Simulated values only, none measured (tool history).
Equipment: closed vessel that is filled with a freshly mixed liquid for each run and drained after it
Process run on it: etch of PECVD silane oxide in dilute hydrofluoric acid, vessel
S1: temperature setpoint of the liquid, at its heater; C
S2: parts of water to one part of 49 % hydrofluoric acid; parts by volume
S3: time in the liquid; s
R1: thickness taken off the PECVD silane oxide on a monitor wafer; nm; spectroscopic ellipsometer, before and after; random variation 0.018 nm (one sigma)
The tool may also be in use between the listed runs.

{"run": 1, "hour": 0.0, "S1": 24.0, "S2": 240, "S3": 30, "R1": 5.6}
{"run": 2, "hour": 1.0, "S1": 23.0, "S2": 265, "S3": 30, "R1": 4.7258}
{"run": 3, "hour": 3.5, "S1": 20.5, "S2": 265, "S3": 30, "R1": 4.3604}
{"run": 4, "hour": 4.7, "S1": 22.5, "S2": 265, "S3": 30, "R1": 4.675}
{"run": 5, "hour": 11.9, "S1": 21.5, "S2": 285, "S3": 30, "R1": 4.0573}
{"run": 6, "hour": 17.8, "S1": 21.0, "S2": 300, "S3": 30, "R1": 3.7874}
{"run": 7, "hour": 19.3, "S1": 21.0, "S2": 300, "S3": 30, "R1": 3.8045}
{"run": 8, "hour": 27.9, "S1": 20.5, "S2": 315, "S3": 30, "R1": 3.4386}
{"run": 9, "hour": 36.6, "S1": 20.0, "S2": 325, "S3": 30, "R1": 3.3175}
{"run": 10, "hour": 44.6, "S1": 19.5, "S2": 340, "S3": 30, "R1": 3.0385}
{"run": 11, "hour": 47.3, "S1": 19.0, "S2": 350, "S3": 30, "R1": 2.9148}
{"run": 12, "hour": 51.3, "S1": 18.5, "S2": 360, "S3": 30, "R1": 2.7447}
{"hour": 53.6, "done": "thermometer replaced"}
{"run": 13, "hour": 53.6, "S1": 18.5, "S2": 365, "S3": 30, "R1": 2.5435}

Expected results for the next run?
{"run": 14, "hour": 58.5, "S1": 18.5, "S2": 370, "S3": 30, "R1": "?"}

R1: 2.5065 nm
